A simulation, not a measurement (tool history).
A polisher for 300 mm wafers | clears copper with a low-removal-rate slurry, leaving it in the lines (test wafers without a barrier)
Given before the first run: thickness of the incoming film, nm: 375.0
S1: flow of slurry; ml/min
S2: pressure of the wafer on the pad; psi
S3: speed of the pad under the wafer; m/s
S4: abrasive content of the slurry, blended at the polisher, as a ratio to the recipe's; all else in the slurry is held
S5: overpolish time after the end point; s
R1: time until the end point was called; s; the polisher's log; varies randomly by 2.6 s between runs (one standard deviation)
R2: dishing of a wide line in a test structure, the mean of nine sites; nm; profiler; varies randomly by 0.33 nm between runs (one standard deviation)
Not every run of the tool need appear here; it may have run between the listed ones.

run  hour   S1   S2    S3   S4  S5      R1      R2
  1     0  285  3.7   1.3    1  18  84.208  58.214
  2     9  285  3.4   1.2    1  16  97.783  46.453
  3  13.5  285  3.1   1.1    1  15  115.57  36.125
  4  20.1  285  2.9  1.04    1  14  131.61  31.727
  5  23.9  285  2.9  1.04  1.1  14  126.88      33
  6  27.2  285  2.9  1.28  1.1  14  106.74  38.851
  7  33.4  285  2.7   1.2  1.1  13  121.28  32.151
  8  37.6  285  2.5  1.14  1.1  12  137.35  26.581
  9  42.9  285  2.4   1.1  1.1  12  143.67  24.615
 10  46.2  285  2.3  1.06  1.1  12   156.2  23.744

The next listed run, before its measurement:
 11  50.9  285  2.2  1.04  1.1  12   ?   ?

{"run 11": {"R1": 169.18, "R2": 21.623}}
